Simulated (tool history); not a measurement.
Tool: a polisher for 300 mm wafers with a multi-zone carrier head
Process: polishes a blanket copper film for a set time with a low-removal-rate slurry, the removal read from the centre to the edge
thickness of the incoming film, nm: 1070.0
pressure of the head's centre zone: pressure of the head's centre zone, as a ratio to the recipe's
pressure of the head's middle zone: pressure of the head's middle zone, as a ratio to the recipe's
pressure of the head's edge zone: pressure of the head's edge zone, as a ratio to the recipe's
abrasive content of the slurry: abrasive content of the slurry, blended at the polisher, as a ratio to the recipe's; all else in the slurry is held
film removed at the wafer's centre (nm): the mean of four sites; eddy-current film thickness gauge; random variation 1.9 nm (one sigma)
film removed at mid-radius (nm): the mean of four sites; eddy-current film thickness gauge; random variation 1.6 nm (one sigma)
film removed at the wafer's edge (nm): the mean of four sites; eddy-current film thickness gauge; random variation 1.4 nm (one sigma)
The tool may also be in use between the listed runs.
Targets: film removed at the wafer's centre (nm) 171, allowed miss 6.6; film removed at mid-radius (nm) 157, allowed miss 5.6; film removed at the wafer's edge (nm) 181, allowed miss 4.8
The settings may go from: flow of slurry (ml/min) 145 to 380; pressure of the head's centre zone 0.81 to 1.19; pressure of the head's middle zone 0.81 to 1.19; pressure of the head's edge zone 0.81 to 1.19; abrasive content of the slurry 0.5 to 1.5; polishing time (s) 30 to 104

run  hour  flow of slurry (ml/min)  pressure of the head's centre zone  pressure of the head's middle zone  pressure of the head's edge zone  abrasive content of the slurry  polishing time (s)  film removed at the wafer's centre (nm)  film removed at mid-radius (nm)  film removed at the wafer's edge (nm)
  1     0                      245                                   1                                   1                                 1                               1                  67                                    217.3                           216.44                                 215.15
  2   5.7                      240                                0.99                                0.98                              0.99                            0.95                  67                                   213.95                           202.59                                 210.13
  3  14.5                      235                                0.97                                0.97                              0.97                            0.95                  67                                   208.57                           203.54                                 209.03
  4  15.5                      230                                0.96                                0.95                              0.96                             0.9                  67                                   202.82                           196.21                                 208.59
  5  23.1                      230                                0.96                                0.94                              0.95                            0.85                  66                                   195.37                           194.14                                 200.67
  6  28.4                      230                                0.96                                0.94                              0.99                            0.85                  66                                   199.21                           190.67                                 202.66
  7  35.5                      225                                0.95                                0.93                              0.99                             0.8                  66                                   188.72                           185.37                                 198.82
  8  42.2                      225                                0.95                                0.93                              0.99                             0.8                  66                                   191.67                           190.19                                 199.59
  9  49.9                      225                                0.95                                0.93                              0.99                             0.8                  66                                   193.32                            186.1                                 200.42

4 next moves are on the table. One of them brings every result within its allowed miss. Which?
  A  57.6                      230                                0.95                                0.81                              1.03                             0.9                  57                                        ?                                ?                                      ?
  B  57.6                      285                                0.81                                 0.9                              1.08                             0.8                  60                                        ?                                ?                                      ?
  C  57.6                      150                                0.83                                1.07                              1.03                             0.8                  67                                        ?                                ?                                      ?
  D  57.6                      210                                0.92                                0.86                              0.99                            0.75                  61                                        ?                                ?                                      ?

move  film removed at the wafer's centre (nm)  film removed at mid-radius (nm)  film removed at the wafer's edge (nm)
   A                                   171.51                           149.51                                 177.69
   B                                   154.45                           171.99                                 190.44
   C                                   160.61                           203.73                                  194.4
   D                                   169.65                           160.63                                 178.67
A: takes the result that was furthest off past its target
B: nearer than the last run, and not there yet
C: further off than the last run
D: meets every target
Move D is the one to make.
